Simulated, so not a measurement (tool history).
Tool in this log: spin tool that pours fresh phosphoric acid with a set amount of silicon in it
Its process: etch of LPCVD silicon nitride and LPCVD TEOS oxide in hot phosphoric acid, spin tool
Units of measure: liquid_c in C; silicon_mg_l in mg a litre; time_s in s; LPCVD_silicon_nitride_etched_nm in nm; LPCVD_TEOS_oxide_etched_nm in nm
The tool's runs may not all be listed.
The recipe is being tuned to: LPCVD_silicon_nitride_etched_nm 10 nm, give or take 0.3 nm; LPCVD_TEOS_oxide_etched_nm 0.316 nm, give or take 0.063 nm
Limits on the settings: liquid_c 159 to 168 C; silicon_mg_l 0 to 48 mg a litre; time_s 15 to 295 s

run  hour  liquid_c  silicon_mg_l  time_s  LPCVD_silicon_nitride_etched_nm  LPCVD_TEOS_oxide_etched_nm
  1     0       164            21     150                           15.974                     0.57313
  2   8.9       163            21     135                           13.874                     0.49181
  3   9.5       162          21.5     125                           12.317                     0.37675
  4  11.9     161.5          19.5     120                            11.52                     0.40014
  5  15.6     162.5          19.5     120                           12.006                     0.38595
  6  16.9     161.5            19     115                           11.142                     0.33461
  7  23.6       161          16.5     115                           10.853                     0.38194
  8  28.4     160.5            17     115                           10.759                     0.36812
  9  34.8     159.5            19     105                           9.6515                     0.29231
 10  37.5       160          18.5     105                           9.6056                     0.29119

Next run, 4 choices. One meets every target within its allowed miss, the rest don't. Which?
  A  40.2       159            12     105                                ?                           ?
  B  40.2       160            19     115                                ?                           ?
  C  40.2     159.5          16.5     110                                ?                           ?
  D  40.2     159.5             0     100                                ?                           ?

move  LPCVD_silicon_nitride_etched_nm  LPCVD_TEOS_oxide_etched_nm
   A                           9.4787                     0.37749
   B                           10.737                     0.37282
   C                           10.099                     0.36749
   D                           9.1808                     0.47726
A: its largest miss is bigger than the last run's
B: takes the result that was furthest off past its target
C: every result lands within tolerance
D: its largest miss is bigger than the last run's
Correct choice: C, which meets every target
